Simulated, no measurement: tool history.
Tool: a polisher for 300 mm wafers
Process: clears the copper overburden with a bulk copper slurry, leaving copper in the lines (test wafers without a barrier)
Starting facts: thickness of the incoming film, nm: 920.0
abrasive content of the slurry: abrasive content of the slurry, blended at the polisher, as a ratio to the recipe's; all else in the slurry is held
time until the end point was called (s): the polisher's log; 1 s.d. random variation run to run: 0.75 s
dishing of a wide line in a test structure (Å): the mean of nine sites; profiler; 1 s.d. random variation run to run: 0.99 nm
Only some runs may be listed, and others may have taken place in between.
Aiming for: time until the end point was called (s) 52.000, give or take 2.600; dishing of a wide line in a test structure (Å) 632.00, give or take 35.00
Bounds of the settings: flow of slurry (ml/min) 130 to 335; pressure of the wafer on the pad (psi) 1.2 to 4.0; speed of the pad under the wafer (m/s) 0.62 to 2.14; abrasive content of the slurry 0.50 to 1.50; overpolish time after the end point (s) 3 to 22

run  hour  flow of slurry (ml/min)  pressure of the wafer on the pad (psi)  speed of the pad under the wafer (m/s)  abrasive content of the slurry  overpolish time after the end point (s)  time until the end point was called (s)  dishing of a wide line in a test structure (Å)
  1   0.0                      215                                     2.6                                    1.38                            1.00                                       11                                   76.977                                          528.13
  2   3.6                      215                                     2.6                                    1.38                            1.00                                        8                                   80.185                                          445.88
  3   8.2                      215                                     2.8                                    1.38                            1.00                                        9                                   73.375                                          479.56
  4  12.5                      180                                     2.8                                    1.38                            1.00                                        9                                   75.443                                          494.80
  5  17.3                      180                                     2.8                                    1.38                            1.00                                        5                                   74.201                                          348.68
  6  20.5                      210                                     2.8                                    1.38                            1.00                                        5                                   74.229                                          363.78
  7  21.0                      210                                     3.0                                    1.38                            1.00                                        6                                   70.127                                          418.26
  8  25.5                      210                                     3.2                                    1.38                            1.00                                        6                                   67.078                                          425.08
  9  30.7                      210                                     3.3                                    1.40                            1.00                                        7                                   63.818                                          475.70
 10  32.5                      210                                     3.4                                    1.40                            1.00                                        7                                   63.607                                          483.18
 11  40.8                      210                                     4.0                                    1.42                            1.00                                       12                                   54.645                                          639.02

4 candidate next runs follow, results not yet known. Just one meets every target within its allowed miss. Identify it.
  A  49.1                      220                                     3.5                                    1.48                            0.90                                       15                                        ?                                               ?
  B  49.1                      130                                     3.7                                    1.82                            0.55                                       12                                        ?                                               ?
  C  49.1                      210                                     4.0                                    1.56                            0.85                                       11                                        ?                                               ?
  D  49.1                      265                                     3.7                                    1.38                            1.00                                       20                                        ?                                               ?

move  time until the end point was called (s)  dishing of a wide line in a test structure (Å)
   A                                   61.238                                          639.41
   B                                   58.575                                          620.15
   C                                   53.646                                          625.92
   D                                   59.785                                          670.21
A: lands further from the targets than the last run did
B: lands further from the targets than the last run did
C: every result lands within tolerance
D: lands further from the targets than the last run did
Move C is the one to make.

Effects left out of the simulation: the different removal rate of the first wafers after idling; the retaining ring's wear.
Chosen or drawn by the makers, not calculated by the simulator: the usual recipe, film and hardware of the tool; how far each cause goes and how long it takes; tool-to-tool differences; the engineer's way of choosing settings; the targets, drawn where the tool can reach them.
